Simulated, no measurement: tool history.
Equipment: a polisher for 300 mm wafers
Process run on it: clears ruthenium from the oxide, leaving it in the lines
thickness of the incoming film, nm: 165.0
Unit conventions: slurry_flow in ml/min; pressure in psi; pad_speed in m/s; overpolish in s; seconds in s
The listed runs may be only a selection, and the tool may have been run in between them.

Run 1, hour 0.0: slurry_flow 280 ml/min, pressure 1.5 psi, pad_speed 1.16 m/s, overpolish 14 s. Result: seconds 145.82 s.
Run 2, hour 5.0: slurry_flow 280 ml/min, pressure 1.5 psi, pad_speed 1.16 m/s, overpolish 15 s. Result: seconds 146.61 s.
Run 3, hour 7.8: slurry_flow 280 ml/min, pressure 1.5 psi, pad_speed 1.44 m/s, overpolish 15 s. Result: seconds 116.74 s.
Run 4, hour 9.8: slurry_flow 350 ml/min, pressure 1.5 psi, pad_speed 1.44 m/s, overpolish 15 s. Result: seconds 116.26 s.
Run 5, hour 16.5: slurry_flow 350 ml/min, pressure 1.3 psi, pad_speed 1.44 m/s, overpolish 15 s. Result: seconds 135.85 s.
Run 6, hour 21.1: slurry_flow 350 ml/min, pressure 1.2 psi, pad_speed 1.44 m/s, overpolish 15 s. Result: seconds 142.21 s.
Run 7, hour 26.0: slurry_flow 350 ml/min, pressure 1.1 psi, pad_speed 1.44 m/s, overpolish 15 s. Result: seconds 155.18 s.
Run 8, hour 29.9: slurry_flow 350 ml/min, pressure 1.0 psi, pad_speed 1.44 m/s, overpolish 15 s. Result: seconds 173.61 s.
Run 9, hour 38.6: slurry_flow 350 ml/min, pressure 0.9 psi, pad_speed 1.44 m/s, overpolish 15 s. Result: seconds 188.93 s.
Run 10, hour 45.3: slurry_flow 350 ml/min, pressure 0.8 psi, pad_speed 1.44 m/s, overpolish 15 s. Result: seconds 213.68 s.
Run 11, hour 53.3: slurry_flow 355 ml/min, pressure 0.8 psi, pad_speed 1.44 m/s, overpolish 15 s. Result: seconds 210.76 s.
Run 12, hour 57.0: slurry_flow 360 ml/min, pressure 0.9 psi, pad_speed 1.44 m/s, overpolish 15 s. Result: seconds 189.03 s.
Run 13, hour 61.6: slurry_flow 355 ml/min, pressure 0.9 psi, pad_speed 1.44 m/s, overpolish 15 s. Result: seconds 190.01 s.
Run 14, hour 65.9: slurry_flow 355 ml/min, pressure 0.9 psi, pad_speed 1.44 m/s, overpolish 15 s. Result: seconds 189.33 s.
Run 15, hour 68.4: slurry_flow 350 ml/min, pressure 0.9 psi, pad_speed 1.44 m/s, overpolish 15 s. Result: seconds 187.74 s.
Run 16, hour 75.6: slurry_flow 350 ml/min, pressure 0.8 psi, pad_speed 1.44 m/s, overpolish 15 s. Result: seconds 208.22 s.
Run 17, hour 83.6: slurry_flow 355 ml/min, pressure 0.8 psi, pad_speed 1.44 m/s, overpolish 15 s. Result: seconds 209.91 s.

Estimate the outcome of run 18 from the log above:
Run 18, hour 86.4: slurry_flow 360 ml/min, pressure 0.8 psi, pad_speed 1.44 m/s, overpolish 15 s. Result: seconds ?.

seconds: 211.69 s

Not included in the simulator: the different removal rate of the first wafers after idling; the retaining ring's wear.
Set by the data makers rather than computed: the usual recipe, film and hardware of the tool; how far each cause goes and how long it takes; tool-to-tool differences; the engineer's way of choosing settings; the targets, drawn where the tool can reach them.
